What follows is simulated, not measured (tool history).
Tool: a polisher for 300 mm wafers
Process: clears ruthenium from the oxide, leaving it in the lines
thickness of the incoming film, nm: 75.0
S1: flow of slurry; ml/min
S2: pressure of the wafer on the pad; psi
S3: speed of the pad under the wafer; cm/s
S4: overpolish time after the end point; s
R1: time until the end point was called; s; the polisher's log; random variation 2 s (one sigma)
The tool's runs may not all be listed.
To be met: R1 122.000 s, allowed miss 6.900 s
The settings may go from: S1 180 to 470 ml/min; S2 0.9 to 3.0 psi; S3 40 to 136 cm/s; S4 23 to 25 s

Run 1, hour 0.0: S1 300 ml/min, S2 1.9 psi, S3 88 cm/s, S4 23 s. Result: R1 73.388 s.
Run 2, hour 7.2: S1 300 ml/min, S2 1.8 psi, S3 88 cm/s, S4 23 s. Result: R1 75.738 s.
Run 3, hour 9.4: S1 300 ml/min, S2 1.8 psi, S3 76 cm/s, S4 23 s. Result: R1 85.932 s.
Run 4, hour 13.5: S1 300 ml/min, S2 1.7 psi, S3 76 cm/s, S4 23 s. Result: R1 93.297 s.
Run 5, hour 21.7: S1 300 ml/min, S2 1.6 psi, S3 76 cm/s, S4 23 s. Result: R1 96.366 s.
Run 6, hour 22.3: S1 300 ml/min, S2 1.5 psi, S3 76 cm/s, S4 23 s. Result: R1 104.280 s.
Run 7, hour 27.0: S1 300 ml/min, S2 1.4 psi, S3 76 cm/s, S4 23 s. Result: R1 107.970 s.
Run 8, hour 31.0: S1 300 ml/min, S2 1.3 psi, S3 76 cm/s, S4 23 s. Result: R1 115.100 s.

Which of these 5 next moves meets every target?
Run A, hour 35.0: S1 310 ml/min, S2 1.3 psi, S3 86 cm/s, S4 23 s. Result: R1 ?.
Run B, hour 35.0: S1 305 ml/min, S2 1.9 psi, S3 58 cm/s, S4 23 s. Result: R1 ?.
Run C, hour 35.0: S1 305 ml/min, S2 1.5 psi, S3 76 cm/s, S4 25 s. Result: R1 ?.
Run D, hour 35.0: S1 305 ml/min, S2 1.2 psi, S3 78 cm/s, S4 23 s. Result: R1 ?.
Run E, hour 35.0: S1 345 ml/min, S2 1.3 psi, S3 78 cm/s, S4 23 s. Result: R1 ?.

move       R1
   A  102.390
   B  108.780
   C  102.650
   D  120.240
   E  111.620
A: further off than the last run
B: further off than the last run
C: further off than the last run
D: meets every target
E: further off than the last run
Answer: D
